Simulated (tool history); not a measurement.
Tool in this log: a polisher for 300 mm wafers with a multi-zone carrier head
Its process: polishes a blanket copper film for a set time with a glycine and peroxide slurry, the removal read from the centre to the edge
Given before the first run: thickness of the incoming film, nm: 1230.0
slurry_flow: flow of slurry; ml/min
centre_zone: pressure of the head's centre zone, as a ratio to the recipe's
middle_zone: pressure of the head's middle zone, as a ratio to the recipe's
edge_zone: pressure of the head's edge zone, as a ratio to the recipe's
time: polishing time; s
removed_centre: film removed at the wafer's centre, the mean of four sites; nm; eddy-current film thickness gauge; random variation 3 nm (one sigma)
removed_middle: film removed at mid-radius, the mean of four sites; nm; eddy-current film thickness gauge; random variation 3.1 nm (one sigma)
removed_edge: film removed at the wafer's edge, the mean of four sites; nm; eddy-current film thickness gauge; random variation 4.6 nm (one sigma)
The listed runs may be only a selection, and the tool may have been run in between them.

Run 1, hour 0: slurry_flow 130 ml/min, centre_zone 1, middle_zone 1, edge_zone 1, time 67 s. Result: removed_centre 332.3 nm, removed_middle 337.96 nm, removed_edge 327.82 nm.
Run 2, hour 2.8: slurry_flow 145 ml/min, centre_zone 1.03, middle_zone 1.01, edge_zone 1.05, time 68 s. Result: removed_centre 362.4 nm, removed_middle 353.04 nm, removed_edge 349 nm.
Run 3, hour 10.9: slurry_flow 145 ml/min, centre_zone 1.03, middle_zone 1.05, edge_zone 1.05, time 68 s. Result: removed_centre 359.73 nm, removed_middle 366.51 nm, removed_edge 356.2 nm.
Run 4, hour 17.8: slurry_flow 160 ml/min, centre_zone 1.05, middle_zone 1.06, edge_zone 1.08, time 68 s. Result: removed_centre 371.7 nm, removed_middle 370.57 nm, removed_edge 359.55 nm.
Run 5, hour 20.2: slurry_flow 160 ml/min, centre_zone 1.05, middle_zone 1.06, edge_zone 1.08, time 60 s. Result: removed_centre 331.84 nm, removed_middle 326.05 nm, removed_edge 323.19 nm.
At hour 24.9: worn pad replaced by a new one.
Run 6, hour 24.9: slurry_flow 165 ml/min, centre_zone 1.07, middle_zone 1.08, edge_zone 1.11, time 63 s. Result: removed_centre 371.92 nm, removed_middle 370.3 nm, removed_edge 362.79 nm.

The next listed run, before its measurement:
Run 7, hour 25.7: slurry_flow 165 ml/min, centre_zone 1.1, middle_zone 1.09, edge_zone 1.13, time 63 s. Result: removed_centre ?, removed_middle ?, removed_edge ?.

Run 7 came out at removed_centre 385.52 nm, removed_middle 373.19 nm, removed_edge 364.99 nm.
